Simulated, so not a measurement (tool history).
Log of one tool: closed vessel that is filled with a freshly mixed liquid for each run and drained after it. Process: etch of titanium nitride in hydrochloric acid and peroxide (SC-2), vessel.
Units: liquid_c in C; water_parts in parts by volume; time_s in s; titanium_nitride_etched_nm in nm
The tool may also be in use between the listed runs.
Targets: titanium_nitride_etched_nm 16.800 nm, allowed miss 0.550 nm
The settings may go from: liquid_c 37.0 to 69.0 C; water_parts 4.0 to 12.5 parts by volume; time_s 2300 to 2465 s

| run | day | liquid_c | water_parts | time_s | titanium_nitride_etched_nm |
|---|---|---|---|---|---|
| 1 | 0.000 | 53.0 | 7.0 | 2300 | 55.430 |
| 2 | 0.154 | 51.0 | 7.0 | 2300 | 49.050 |
| 3 | 0.388 | 47.0 | 7.0 | 2300 | 36.999 |
| 4 | 0.571 | 45.5 | 7.0 | 2300 | 34.176 |
| 5 | 0.762 | 42.0 | 7.0 | 2300 | 26.118 |
| 6 | 0.812 | 42.0 | 4.5 | 2300 | 37.082 |
| 7 | 1.000 | 41.5 | 5.0 | 2300 | 32.815 |
| 8 | 1.342 | 41.0 | 5.5 | 2300 | 30.014 |
| 9 | 1.688 | 40.5 | 6.0 | 2300 | 26.654 |
| 10 | 2.046 | 40.0 | 6.0 | 2300 | 25.865 |
|  | 2.321 | chemicals flow meter replaced |
| 11 | 2.321 | 39.5 | 6.0 | 2300 | 27.427 |
| 12 | 2.392 | 39.0 | 6.5 | 2300 | 24.725 |
| 13 | 2.583 | 39.0 | 6.5 | 2300 | 24.676 |
| 14 | 2.942 | 38.5 | 7.0 | 2300 | 22.434 |
| 15 | 3.054 | 37.5 | 8.0 | 2300 | 18.703 |
| 16 | 3.150 | 37.0 | 8.5 | 2300 | 17.266 |

4 next moves are on the table. One of them brings every result within its allowed miss. Which?
| A | 3.246 | 37.0 | 9.0 | 2355 | ? |
| B | 3.246 | 38.0 | 9.5 | 2380 | ? |
| C | 3.246 | 38.0 | 8.5 | 2310 | ? |
| D | 3.246 | 37.5 | 9.0 | 2455 | ? |

| move | titanium_nitride_etched_nm |
|---|---|
| A | 17.074 |
| B | 17.740 |
| C | 18.858 |
| D | 18.454 |
A: meets every target
B: further off than the last run
C: further off than the last run
D: further off than the last run
Answer: A
